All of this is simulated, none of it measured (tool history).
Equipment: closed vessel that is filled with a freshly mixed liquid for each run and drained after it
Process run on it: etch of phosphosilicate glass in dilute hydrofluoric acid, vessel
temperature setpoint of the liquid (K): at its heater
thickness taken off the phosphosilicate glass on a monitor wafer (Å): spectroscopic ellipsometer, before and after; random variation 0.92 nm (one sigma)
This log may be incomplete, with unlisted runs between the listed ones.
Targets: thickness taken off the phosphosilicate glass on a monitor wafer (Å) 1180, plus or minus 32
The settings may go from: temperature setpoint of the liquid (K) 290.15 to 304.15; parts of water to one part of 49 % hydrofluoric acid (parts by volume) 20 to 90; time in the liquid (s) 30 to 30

run	day	temperature setpoint of the liquid (K)	parts of water to one part of 49 % hydrofluoric acid (parts by volume)	time in the liquid (s)	thickness taken off the phosphosilicate glass on a monitor wafer (Å)
1	0	296.15	50	30	618.83
2	0.288	297.15	50	30	643.05
3	0.588	298.15	50	30	668.4
4	0.838	296.65	50	30	643.89
5	0.979	296.65	50	30	627.89
6	1.138	297.65	50	30	654.6
7	1.317	298.15	50	30	668.11
8	1.425	298.65	50	30	681.7

5 candidate next runs follow, results not yet known. Just one meets every target within its allowed miss. Identify it.
A	1.533	296.15	25	30	?
B	1.533	298.65	30	30	?
C	1.533	304.15	35	30	?
D	1.533	300.15	30	30	?
E	1.533	304.15	30	30	?

move	thickness taken off the phosphosilicate glass on a monitor wafer (Å)
A	1281.7
B	1177.9
C	1251.7
D	1252.9
E	1472.2
A: takes the result that was furthest off past its target
B: all results land within tolerance of their targets
C: takes the result that was furthest off past its target
D: takes the result that was furthest off past its target
E: takes the result that was furthest off past its target
B is the move that brings every result within its allowed miss.
